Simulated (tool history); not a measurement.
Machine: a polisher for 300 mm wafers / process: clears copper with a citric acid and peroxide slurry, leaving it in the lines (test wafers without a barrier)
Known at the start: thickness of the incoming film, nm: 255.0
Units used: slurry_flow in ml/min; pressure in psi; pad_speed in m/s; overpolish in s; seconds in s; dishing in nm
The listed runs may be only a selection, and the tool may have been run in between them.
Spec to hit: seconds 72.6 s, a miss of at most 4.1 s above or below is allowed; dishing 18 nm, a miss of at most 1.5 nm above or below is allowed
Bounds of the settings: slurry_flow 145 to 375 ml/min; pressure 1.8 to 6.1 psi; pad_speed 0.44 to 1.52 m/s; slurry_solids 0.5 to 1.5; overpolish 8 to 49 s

| run | hour | slurry_flow | pressure | pad_speed | slurry_solids | overpolish | seconds | dishing |
|---|---|---|---|---|---|---|---|---|
| 1 | 0 | 240 | 3.9 | 0.98 | 1 | 25 | 74.162 | 35.692 |
| 2 | 6.9 | 240 | 3.7 | 1.02 | 1 | 22 | 76.792 | 33.898 |
| 3 | 13.2 | 240 | 3.7 | 1.02 | 0.8 | 22 | 83.614 | 32.22 |
| 4 | 17.3 | 185 | 3.7 | 1.02 | 0.8 | 22 | 84.814 | 30.595 |
| 5 | 19.9 | 175 | 3.9 | 1.02 | 0.75 | 19 | 81.531 | 30.203 |
| 6 | 25.1 | 175 | 3.9 | 1.14 | 0.75 | 19 | 73.318 | 30.398 |
| 7 | 29.9 | 170 | 3.7 | 1.22 | 0.7 | 17 | 72.777 | 29.049 |
| 8 | 31.4 | 165 | 3.5 | 1.28 | 0.65 | 15 | 77.272 | 25.172 |
| 9 | 37.9 | 160 | 3.4 | 1.32 | 0.6 | 14 | 81.495 | 23.945 |
| 10 | 46.8 | 145 | 3.3 | 1.52 | 0.5 | 8 | 77.515 | 17.887 |

Which of these 4 next moves meets every target?
| A | 55.7 | 145 | 3.6 | 1.5 | 0.5 | 8 | ? | ? |
| B | 55.7 | 165 | 3 | 1.46 | 0.5 | 9 | ? | ? |
| C | 55.7 | 165 | 2.9 | 1.52 | 0.6 | 13 | ? | ? |
| D | 55.7 | 145 | 4.1 | 1.3 | 0.5 | 12 | ? | ? |

| move | seconds | dishing |
|---|---|---|
| A | 72.64 | 18.02 |
| B | 87.823 | 17.009 |
| C | 81.101 | 23.468 |
| D | 73.607 | 23.91 |
A: every result within its allowed miss
B: misses by more than the last run did
C: misses by more than the last run did
D: the furthest-off result lands on target, but another misses its tolerance
A meets every target.
